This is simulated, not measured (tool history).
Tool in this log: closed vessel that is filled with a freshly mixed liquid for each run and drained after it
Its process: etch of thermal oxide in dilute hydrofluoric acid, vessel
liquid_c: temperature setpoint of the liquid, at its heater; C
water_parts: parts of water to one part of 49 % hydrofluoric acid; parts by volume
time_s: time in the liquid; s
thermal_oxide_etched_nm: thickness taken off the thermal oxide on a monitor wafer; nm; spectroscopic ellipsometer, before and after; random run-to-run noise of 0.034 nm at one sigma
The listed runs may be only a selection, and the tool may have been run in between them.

Run 1, hour 0: liquid_c 24 C, water_parts 45 parts by volume, time_s 65 s. Result: thermal_oxide_etched_nm 6.3059 nm.
Run 2, hour 8.9: liquid_c 24 C, water_parts 45 parts by volume, time_s 65 s. Result: thermal_oxide_etched_nm 6.3222 nm.
Run 3, hour 14.8: liquid_c 22 C, water_parts 45 parts by volume, time_s 65 s. Result: thermal_oxide_etched_nm 5.8203 nm.
Run 4, hour 17.1: liquid_c 23.5 C, water_parts 45 parts by volume, time_s 65 s. Result: thermal_oxide_etched_nm 6.1609 nm.
Run 5, hour 22.1: liquid_c 23.5 C, water_parts 40 parts by volume, time_s 65 s. Result: thermal_oxide_etched_nm 7.0415 nm.
Run 6, hour 26.9: liquid_c 23.5 C, water_parts 40 parts by volume, time_s 50 s. Result: thermal_oxide_etched_nm 5.3388 nm.
Run 7, hour 28.3: liquid_c 23 C, water_parts 40 parts by volume, time_s 50 s. Result: thermal_oxide_etched_nm 5.3115 nm.

Predict the results of run 8:
Run 8, hour 33.8: liquid_c 22.5 C, water_parts 40 parts by volume, time_s 50 s. Result: thermal_oxide_etched_nm ?.

Logged for run 8: thermal_oxide_etched_nm 5.1294 nm.

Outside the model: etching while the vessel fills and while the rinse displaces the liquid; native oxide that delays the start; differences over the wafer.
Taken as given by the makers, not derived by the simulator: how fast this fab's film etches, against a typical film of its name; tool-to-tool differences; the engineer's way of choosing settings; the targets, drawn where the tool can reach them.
